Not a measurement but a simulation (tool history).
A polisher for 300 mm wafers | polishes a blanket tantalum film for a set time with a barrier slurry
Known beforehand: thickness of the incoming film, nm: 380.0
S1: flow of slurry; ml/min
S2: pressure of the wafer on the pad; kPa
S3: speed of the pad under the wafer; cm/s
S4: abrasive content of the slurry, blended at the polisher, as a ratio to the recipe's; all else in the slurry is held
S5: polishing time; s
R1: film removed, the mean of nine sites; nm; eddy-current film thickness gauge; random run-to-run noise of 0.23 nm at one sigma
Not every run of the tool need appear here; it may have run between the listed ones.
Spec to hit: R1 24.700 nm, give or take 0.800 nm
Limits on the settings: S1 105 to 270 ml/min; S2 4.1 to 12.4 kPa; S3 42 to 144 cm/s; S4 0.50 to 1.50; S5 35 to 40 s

Run 1, hour 0.0: S1 175 ml/min, S2 8.3 kPa, S3 92 cm/s, S4 1.00, S5 40 s. Result: R1 26.192 nm.
Run 2, hour 0.6: S1 175 ml/min, S2 8.3 kPa, S3 92 cm/s, S4 1.15, S5 40 s. Result: R1 27.286 nm.
Run 3, hour 9.4: S1 210 ml/min, S2 8.3 kPa, S3 92 cm/s, S4 1.15, S5 40 s. Result: R1 27.941 nm.
Run 4, hour 16.3: S1 205 ml/min, S2 7.6 kPa, S3 92 cm/s, S4 1.15, S5 40 s. Result: R1 25.545 nm.
Run 5, hour 25.0: S1 200 ml/min, S2 7.6 kPa, S3 92 cm/s, S4 1.15, S5 40 s. Result: R1 25.390 nm.
Run 6, hour 28.5: S1 195 ml/min, S2 7.6 kPa, S3 92 cm/s, S4 1.15, S5 40 s. Result: R1 25.761 nm.
Run 7, hour 31.1: S1 195 ml/min, S2 6.9 kPa, S3 92 cm/s, S4 1.15, S5 40 s. Result: R1 23.436 nm.
Run 8, hour 39.7: S1 200 ml/min, S2 7.6 kPa, S3 92 cm/s, S4 1.15, S5 40 s. Result: R1 25.473 nm.

Below are 4 possible settings for the next run. Only one of them brings all results inside the allowed miss of their targets. Which is it?
Run A, hour 48.3: S1 230 ml/min, S2 7.6 kPa, S3 106 cm/s, S4 1.20, S5 37 s. Result: R1 ?.
Run B, hour 48.3: S1 160 ml/min, S2 6.9 kPa, S3 118 cm/s, S4 1.10, S5 37 s. Result: R1 ?.
Run C, hour 48.3: S1 155 ml/min, S2 9.7 kPa, S3 78 cm/s, S4 1.50, S5 35 s. Result: R1 ?.
Run D, hour 48.3: S1 205 ml/min, S2 10.3 kPa, S3 76 cm/s, S4 1.20, S5 37 s. Result: R1 ?.

move      R1
   A  28.003
   B  26.601
   C  24.610
   D  26.855
A: misses by more than the last run did
B: misses by more than the last run did
C: in spec on every target
D: misses by more than the last run did
Move C is the one to make.
